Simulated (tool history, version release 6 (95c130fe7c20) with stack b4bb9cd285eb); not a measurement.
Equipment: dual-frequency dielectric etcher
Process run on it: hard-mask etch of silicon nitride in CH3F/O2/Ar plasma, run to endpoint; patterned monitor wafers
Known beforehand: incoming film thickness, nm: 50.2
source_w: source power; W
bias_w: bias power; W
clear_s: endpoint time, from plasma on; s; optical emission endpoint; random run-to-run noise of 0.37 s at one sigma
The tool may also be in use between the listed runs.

Run 1, day 0.000: source_w 290 W, bias_w 77 W. Result: clear_s 82.884 s.
Run 2, day 0.142: source_w 290 W, bias_w 63 W. Result: clear_s 87.375 s.
Run 3, day 0.308: source_w 340 W, bias_w 63 W. Result: clear_s 82.557 s.
Run 4, day 0.525: source_w 350 W, bias_w 65 W. Result: clear_s 82.183 s.
Run 5, day 0.867: source_w 330 W, bias_w 65 W. Result: clear_s 82.633 s.
Run 6, day 0.962: source_w 330 W, bias_w 54 W. Result: clear_s 87.111 s.

What will run 7 give?
Run 7, day 1.158: source_w 340 W, bias_w 57 W. Result: clear_s ?.

{"run 7": {"clear_s": 84.372}}
